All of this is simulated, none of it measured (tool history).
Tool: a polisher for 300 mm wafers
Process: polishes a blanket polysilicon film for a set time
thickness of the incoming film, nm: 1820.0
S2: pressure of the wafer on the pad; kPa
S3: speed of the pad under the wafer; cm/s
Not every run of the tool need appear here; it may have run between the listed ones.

{"run": 1, "hour": 0.0, "flow of slurry (ml/min)": 225, "S2": 18.6, "S3": 116, "polishing time (s)": 48, "film removed (angstrom)": 3924.9}
{"run": 2, "hour": 1.8, "flow of slurry (ml/min)": 225, "S2": 21.4, "S3": 120, "polishing time (s)": 48, "film removed (angstrom)": 4585.7}
{"run": 3, "hour": 8.2, "flow of slurry (ml/min)": 225, "S2": 21.4, "S3": 120, "polishing time (s)": 51, "film removed (angstrom)": 4846.4}
{"run": 4, "hour": 16.1, "flow of slurry (ml/min)": 190, "S2": 21.4, "S3": 120, "polishing time (s)": 51, "film removed (angstrom)": 4754.9}
{"run": 5, "hour": 25.1, "flow of slurry (ml/min)": 200, "S2": 23.4, "S3": 124, "polishing time (s)": 51, "film removed (angstrom)": 5552.6}
{"run": 6, "hour": 33.0, "flow of slurry (ml/min)": 205, "S2": 24.8, "S3": 126, "polishing time (s)": 51, "film removed (angstrom)": 5788.1}
{"run": 7, "hour": 37.1, "flow of slurry (ml/min)": 205, "S2": 25.5, "S3": 130, "polishing time (s)": 51, "film removed (angstrom)": 6020.6}

Expected results for the next run?
{"run": 8, "hour": 40.8, "flow of slurry (ml/min)": 205, "S2": 26.2, "S3": 134, "polishing time (s)": 51, "film removed (angstrom)": "?"}

film removed (angstrom): 6475.2
